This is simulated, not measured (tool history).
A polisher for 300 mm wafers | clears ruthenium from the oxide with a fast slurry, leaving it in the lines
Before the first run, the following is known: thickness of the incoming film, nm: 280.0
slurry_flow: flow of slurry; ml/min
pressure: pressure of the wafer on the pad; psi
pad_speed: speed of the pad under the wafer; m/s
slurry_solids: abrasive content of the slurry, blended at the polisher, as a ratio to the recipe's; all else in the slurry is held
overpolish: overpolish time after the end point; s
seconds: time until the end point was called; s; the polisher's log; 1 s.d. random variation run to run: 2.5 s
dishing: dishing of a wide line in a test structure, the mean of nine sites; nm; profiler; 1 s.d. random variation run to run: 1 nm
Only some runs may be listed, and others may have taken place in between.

run	day	slurry_flow	pressure	pad_speed	slurry_solids	overpolish	seconds	dishing
1	0.000	235	1.9	1.06	1.00	29	109.860	65.833
2	0.275	235	1.9	1.22	1.00	29	97.202	70.528
3	0.512	235	1.8	1.20	1.00	31	106.710	71.614
4	0.829	265	1.8	1.20	1.00	31	103.100	74.074
5	1.096	265	1.8	1.20	1.15	31	98.491	73.916
6	1.121	260	1.7	1.20	1.15	32	106.970	74.475

Run 7, settings as shown, results not yet in. Your forecast:
7	1.438	240	1.1	1.20	1.15	38	?	?

Run 7 came out at seconds 161.960 s, dishing 59.853 nm.
